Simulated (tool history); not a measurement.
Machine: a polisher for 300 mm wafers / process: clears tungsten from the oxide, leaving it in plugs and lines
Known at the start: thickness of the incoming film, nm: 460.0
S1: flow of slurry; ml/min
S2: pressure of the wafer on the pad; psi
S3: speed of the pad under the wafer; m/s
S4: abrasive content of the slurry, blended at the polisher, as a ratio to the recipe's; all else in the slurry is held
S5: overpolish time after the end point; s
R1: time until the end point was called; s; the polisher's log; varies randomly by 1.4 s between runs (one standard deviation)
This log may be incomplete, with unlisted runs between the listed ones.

| run | day | S1 | S2 | S3 | S4 | S5 | R1 |
|---|---|---|---|---|---|---|---|
| 1 | 0.000 | 270 | 4.0 | 1.24 | 1.0 | 17 | 77.568 |
| 2 | 0.246 | 270 | 3.7 | 1.24 | 1.0 | 17 | 83.534 |
| 3 | 0.308 | 270 | 3.7 | 1.10 | 1.0 | 17 | 93.149 |
| 4 | 0.367 | 270 | 4.6 | 1.10 | 1.0 | 17 | 77.223 |
| 5 | 0.579 | 270 | 4.3 | 1.08 | 1.0 | 17 | 83.350 |
| 6 | 0.842 | 270 | 4.1 | 1.08 | 1.0 | 17 | 88.112 |
| 7 | 0.912 | 270 | 3.9 | 1.08 | 1.0 | 17 | 91.130 |

The next listed run, before its measurement:
| 8 | 1.221 | 270 | 3.8 | 1.08 | 1.0 | 17 | ? |

{"run 8": {"R1": 94.063}}
